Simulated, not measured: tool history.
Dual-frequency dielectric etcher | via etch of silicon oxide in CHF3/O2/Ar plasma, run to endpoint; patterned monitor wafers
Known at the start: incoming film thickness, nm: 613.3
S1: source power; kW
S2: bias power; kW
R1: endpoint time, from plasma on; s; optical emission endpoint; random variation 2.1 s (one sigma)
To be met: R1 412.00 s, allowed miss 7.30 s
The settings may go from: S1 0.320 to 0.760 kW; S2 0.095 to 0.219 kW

run  hour     S1     S2      R1
  1   0.0  0.540  0.157  353.14
  2   9.0  0.500  0.155  368.18
  3  16.5  0.470  0.154  376.68
  4  21.9  0.450  0.153  385.31
  5  24.6  0.450  0.163  377.06
  6  33.0  0.450  0.189  364.66
  7  37.2  0.420  0.186  376.12
  8  42.9  0.400  0.184  381.56
  9  43.7  0.320  0.168  434.57
 10  47.1  0.330  0.168  427.23
 11  53.2  0.340  0.168  426.18

4 next moves are on the table. One of them brings every result within its allowed miss. Which?
  A  59.3  0.370  0.192   ?
  B  59.3  0.330  0.192   ?
  C  59.3  0.320  0.160   ?
  D  59.3  0.440  0.145   ?

move      R1
   A  394.17
   B  413.48
   C  440.10
   D  394.71
A: takes the result that was furthest off past its target
B: meets every target
C: further off than the last run
D: takes the result that was furthest off past its target
The right move is B.
